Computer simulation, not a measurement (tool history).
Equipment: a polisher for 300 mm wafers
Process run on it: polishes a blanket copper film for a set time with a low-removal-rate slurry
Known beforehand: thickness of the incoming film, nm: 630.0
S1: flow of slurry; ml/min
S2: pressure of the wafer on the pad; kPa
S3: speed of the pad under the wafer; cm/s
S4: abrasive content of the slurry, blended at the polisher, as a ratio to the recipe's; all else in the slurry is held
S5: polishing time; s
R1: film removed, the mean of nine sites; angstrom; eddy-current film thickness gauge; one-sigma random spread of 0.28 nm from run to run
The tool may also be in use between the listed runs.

{"run": 1, "hour": 0.0, "S1": 180, "S2": 12.4, "S3": 134, "S4": 1, "S5": 27, "R1": 569.56}
{"run": 2, "hour": 8.5, "S1": 180, "S2": 10.3, "S3": 134, "S4": 1, "S5": 27, "R1": 466.67}
{"run": 3, "hour": 10.0, "S1": 175, "S2": 9, "S3": 134, "S4": 1, "S5": 27, "R1": 411.14}
{"run": 4, "hour": 11.5, "S1": 175, "S2": 9, "S3": 134, "S4": 1.1, "S5": 27, "R1": 420.98}
{"run": 5, "hour": 17.0, "S1": 160, "S2": 9, "S3": 134, "S4": 1.1, "S5": 27, "R1": 413.44}
{"hour": 18.3, "done": "slurry blender recalibrated"}
{"run": 6, "hour": 18.3, "S1": 185, "S2": 9, "S3": 134, "S4": 1.1, "S5": 27, "R1": 432.06}
{"run": 7, "hour": 26.2, "S1": 170, "S2": 8.3, "S3": 134, "S4": 1.1, "S5": 27, "R1": 393.56}
{"run": 8, "hour": 34.2, "S1": 160, "S2": 7.6, "S3": 134, "S4": 1.1, "S5": 27, "R1": 363.48}
{"run": 9, "hour": 39.8, "S1": 150, "S2": 6.9, "S3": 134, "S4": 1.1, "S5": 27, "R1": 329.16}
{"run": 10, "hour": 43.1, "S1": 140, "S2": 6.9, "S3": 134, "S4": 1.1, "S5": 27, "R1": 321.91}

For run 11, what comes out?
{"run": 11, "hour": 51.5, "S1": 135, "S2": 6.9, "S3": 134, "S4": 1.1, "S5": 27, "R1": "?"}

Run 11 produced R1 321.72 angstrom.

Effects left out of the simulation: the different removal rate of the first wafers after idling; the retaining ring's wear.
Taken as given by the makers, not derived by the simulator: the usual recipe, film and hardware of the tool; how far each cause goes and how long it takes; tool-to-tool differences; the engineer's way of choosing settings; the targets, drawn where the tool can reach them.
